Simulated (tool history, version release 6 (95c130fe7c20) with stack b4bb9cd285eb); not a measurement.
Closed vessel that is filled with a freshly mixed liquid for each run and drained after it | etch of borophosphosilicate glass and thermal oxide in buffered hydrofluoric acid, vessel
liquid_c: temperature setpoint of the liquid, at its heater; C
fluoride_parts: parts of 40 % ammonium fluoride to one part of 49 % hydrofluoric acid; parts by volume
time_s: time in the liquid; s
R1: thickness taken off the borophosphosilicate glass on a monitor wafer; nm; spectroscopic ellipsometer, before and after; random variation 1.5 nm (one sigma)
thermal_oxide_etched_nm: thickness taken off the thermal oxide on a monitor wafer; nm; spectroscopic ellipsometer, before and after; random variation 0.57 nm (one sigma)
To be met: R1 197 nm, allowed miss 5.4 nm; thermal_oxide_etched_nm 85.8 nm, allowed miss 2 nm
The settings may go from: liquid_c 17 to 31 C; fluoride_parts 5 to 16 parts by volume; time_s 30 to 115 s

run 1 hour=0 | liquid_c=23 fluoride_parts=9.5 time_s=60 | R1=129.23 thermal_oxide_etched_nm=55.95
run 2 hour=8.8 | liquid_c=25 fluoride_parts=9.5 time_s=60 | R1=145.37 thermal_oxide_etched_nm=63.758
run 3 hour=17.1 | liquid_c=25 fluoride_parts=11.5 time_s=60 | R1=122.31 thermal_oxide_etched_nm=53.121
run 4 hour=18.5 | liquid_c=26.5 fluoride_parts=11 time_s=60 | R1=139.43 thermal_oxide_etched_nm=61.724
run 5 hour=19.9 | liquid_c=26.5 fluoride_parts=11 time_s=40 | R1=92.018 thermal_oxide_etched_nm=41.027
-- hour=24.3 thermometer replaced
run 6 hour=24.3 | liquid_c=26.5 fluoride_parts=11 time_s=60 | R1=153.81 thermal_oxide_etched_nm=67.528
run 7 hour=30.4 | liquid_c=27 fluoride_parts=11 time_s=60 | R1=155.31 thermal_oxide_etched_nm=69.667
run 8 hour=34.9 | liquid_c=27.5 fluoride_parts=11 time_s=60 | R1=162.54 thermal_oxide_etched_nm=72.145

Which of these 4 next moves meets every target?
run A hour=39.4 | liquid_c=27.5 fluoride_parts=6.5 time_s=40 | R1=? thermal_oxide_etched_nm=?
run B hour=39.4 | liquid_c=20 fluoride_parts=12 time_s=85 | R1=? thermal_oxide_etched_nm=?
run C hour=39.4 | liquid_c=23.5 fluoride_parts=11 time_s=90 | R1=? thermal_oxide_etched_nm=?
run D hour=39.4 | liquid_c=17 fluoride_parts=12 time_s=100 | R1=? thermal_oxide_etched_nm=?

move=A R1=174.85 thermal_oxide_etched_nm=78.049
move=B R1=137.89 thermal_oxide_etched_nm=61.642
move=C R1=192.62 thermal_oxide_etched_nm=86.252
move=D R1=137.2 thermal_oxide_etched_nm=61.198
A: nearer than the last run, and not there yet
B: further off than the last run
C: meets every target
D: further off than the last run
The right move is C.

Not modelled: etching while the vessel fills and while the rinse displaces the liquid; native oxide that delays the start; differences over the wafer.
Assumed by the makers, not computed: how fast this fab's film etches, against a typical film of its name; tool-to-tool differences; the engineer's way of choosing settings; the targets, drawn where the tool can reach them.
